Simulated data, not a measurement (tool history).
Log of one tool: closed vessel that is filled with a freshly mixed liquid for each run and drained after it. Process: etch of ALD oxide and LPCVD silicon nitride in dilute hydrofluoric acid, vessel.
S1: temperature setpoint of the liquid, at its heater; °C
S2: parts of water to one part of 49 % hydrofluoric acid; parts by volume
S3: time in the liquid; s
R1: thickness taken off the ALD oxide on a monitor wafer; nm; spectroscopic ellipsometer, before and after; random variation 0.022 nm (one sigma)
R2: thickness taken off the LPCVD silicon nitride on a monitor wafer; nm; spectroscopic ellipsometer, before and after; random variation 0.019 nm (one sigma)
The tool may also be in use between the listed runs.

{"run": 1, "hour": 0.0, "S1": 22, "S2": 170, "S3": 60, "R1": 9.8659, "R2": 0.14171}
{"run": 2, "hour": 8.9, "S1": 20.5, "S2": 180, "S3": 60, "R1": 8.6827, "R2": 0.13885}
{"run": 3, "hour": 17.4, "S1": 19.5, "S2": 190, "S3": 60, "R1": 7.8207, "R2": 0.10197}
{"run": 4, "hour": 18.6, "S1": 19, "S2": 195, "S3": 60, "R1": 7.4522, "R2": 0.088345}
{"run": 5, "hour": 25.1, "S1": 19, "S2": 195, "S3": 35, "R1": 4.3343, "R2": 0.069612}
{"run": 6, "hour": 26.3, "S1": 21.5, "S2": 195, "S3": 35, "R1": 4.7753, "R2": 0.066993}

The next listed run, before its measurement:
{"run": 7, "hour": 34.5, "S1": 23.5, "S2": 195, "S3": 35, "R1": "?", "R2": "?"}

Run 7 gave R1 5.1949 nm, R2 0.075776 nm.
